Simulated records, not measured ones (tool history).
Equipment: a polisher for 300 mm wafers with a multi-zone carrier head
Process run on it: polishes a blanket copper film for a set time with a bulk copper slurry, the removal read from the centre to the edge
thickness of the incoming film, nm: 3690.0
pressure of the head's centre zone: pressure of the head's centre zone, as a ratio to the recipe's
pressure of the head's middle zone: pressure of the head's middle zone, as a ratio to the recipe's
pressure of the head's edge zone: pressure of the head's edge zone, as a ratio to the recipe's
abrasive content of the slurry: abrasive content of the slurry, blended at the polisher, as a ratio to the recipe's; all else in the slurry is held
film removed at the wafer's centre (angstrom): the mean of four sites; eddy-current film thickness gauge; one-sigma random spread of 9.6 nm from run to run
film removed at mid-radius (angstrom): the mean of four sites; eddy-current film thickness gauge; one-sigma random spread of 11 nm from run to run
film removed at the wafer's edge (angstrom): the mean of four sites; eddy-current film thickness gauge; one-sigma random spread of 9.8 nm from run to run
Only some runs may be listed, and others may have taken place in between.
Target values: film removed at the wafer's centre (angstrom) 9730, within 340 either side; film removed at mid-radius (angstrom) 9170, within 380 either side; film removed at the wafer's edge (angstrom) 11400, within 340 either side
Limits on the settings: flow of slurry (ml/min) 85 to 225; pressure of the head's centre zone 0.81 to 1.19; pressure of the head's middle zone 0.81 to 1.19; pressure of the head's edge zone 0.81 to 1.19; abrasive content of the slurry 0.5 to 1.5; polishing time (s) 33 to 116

run,day,flow of slurry (ml/min),pressure of the head's centre zone,pressure of the head's middle zone,pressure of the head's edge zone,abrasive content of the slurry,polishing time (s),film removed at the wafer's centre (angstrom),film removed at mid-radius (angstrom),film removed at the wafer's edge (angstrom)
1,0,145,1,1,1,1,74,8948.5,9094.3,9194.4
2,0.3,150,0.99,0.98,1.02,1.05,74,9036,9115.6,9458.1
3,0.529,150,1.06,0.98,1.02,1.05,74,9592.4,9190.8,9347.5
4,0.862,170,1.06,0.98,1.02,1.05,74,9888.3,9397.2,9511.5
5,1.038,170,1.02,0.98,1.02,1.05,74,9298.2,9394.2,9351.6
6,1.171,165,1.01,0.97,1.04,1.1,74,9341.2,9173.5,9801.9
7,1.267,165,1.01,0.97,1.06,1.1,74,9479,9341.8,9823.6
8,1.504,165,1,0.96,1.08,1.15,74,9602.1,9337.8,10122
9,1.696,165,0.99,0.95,1.09,1.15,74,9599.6,9141,9964.8
10,1.838,165,0.97,0.94,1.1,1.2,74,9435.5,9128.4,10195
11,2.054,165,0.97,0.94,1.1,1.2,74,9328.7,9185.4,10272
12,2.296,165,0.97,0.93,1.11,1.25,74,9435.8,9074,10348
13,2.383,185,0.92,0.88,1.19,1.45,76,9792,9686.5,11609

4 candidate next runs follow, results not yet known. Just one meets every target within its allowed miss. Identify it.
A,2.471,225,0.91,0.85,1.19,1.4,74,?,?,?
B,2.471,200,0.94,0.95,1.15,1.4,77,?,?,?
C,2.471,175,0.84,0.89,1.19,1.5,79,?,?,?
D,2.471,225,0.9,0.89,1.18,1.5,75,?,?,?

move,film removed at the wafer's centre (angstrom),film removed at mid-radius (angstrom),film removed at the wafer's edge (angstrom)
A,9823.5,8999.2,11564
B,10289,10100,11660
C,9642.8,9781,12211
D,10055,9644.2,11872
A: every result lands within tolerance
B: moves away from the targets compared with the last run
C: moves away from the targets compared with the last run
D: no better and no worse than the last run
Move A is the one to make.

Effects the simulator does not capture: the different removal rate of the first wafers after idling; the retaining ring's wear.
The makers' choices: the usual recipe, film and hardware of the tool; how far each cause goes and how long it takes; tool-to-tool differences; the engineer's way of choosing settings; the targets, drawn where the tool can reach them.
